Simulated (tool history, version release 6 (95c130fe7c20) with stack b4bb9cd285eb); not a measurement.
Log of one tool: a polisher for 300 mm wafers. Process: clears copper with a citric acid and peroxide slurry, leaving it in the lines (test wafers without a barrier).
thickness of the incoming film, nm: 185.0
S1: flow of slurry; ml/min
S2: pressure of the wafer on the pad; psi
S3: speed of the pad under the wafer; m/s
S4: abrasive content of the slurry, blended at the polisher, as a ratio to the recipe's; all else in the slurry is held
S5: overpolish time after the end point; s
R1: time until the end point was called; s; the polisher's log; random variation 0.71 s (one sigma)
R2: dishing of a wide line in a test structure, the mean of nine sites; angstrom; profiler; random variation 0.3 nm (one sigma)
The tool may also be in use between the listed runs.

| run | hour | S1 | S2 | S3 | S4 | S5 | R1 | R2 |
|---|---|---|---|---|---|---|---|---|
| 1 | 0 | 205 | 3.9 | 0.86 | 1 | 19 | 67.272 | 154.21 |
| 2 | 2.6 | 205 | 4.1 | 0.86 | 1 | 19 | 64.139 | 157.59 |
| 3 | 7.9 | 205 | 4.3 | 0.86 | 1 | 19 | 61.757 | 156.19 |
| 4 | 15.8 | 205 | 4.5 | 0.86 | 1 | 19 | 57.567 | 161.96 |
| 5 | 20.8 | 235 | 4.5 | 0.86 | 1 | 19 | 58.268 | 152.5 |
| 6 | 27.4 | 235 | 4.9 | 0.86 | 1 | 19 | 54.028 | 163.73 |
| 7 | 29.2 | 235 | 5 | 0.86 | 1 | 19 | 52.786 | 160.57 |
| 8 | 31.4 | 235 | 5.1 | 0.86 | 1 | 19 | 53.258 | 161.93 |
| 9 | 38.2 | 235 | 5.2 | 0.86 | 1 | 19 | 52.371 | 162.4 |

Run 10 comes next. What will it give?
| 10 | 39.3 | 235 | 5.2 | 0.86 | 1 | 19 | ? | ? |

R1: 51.4 s
R2: 162.54 angstrom

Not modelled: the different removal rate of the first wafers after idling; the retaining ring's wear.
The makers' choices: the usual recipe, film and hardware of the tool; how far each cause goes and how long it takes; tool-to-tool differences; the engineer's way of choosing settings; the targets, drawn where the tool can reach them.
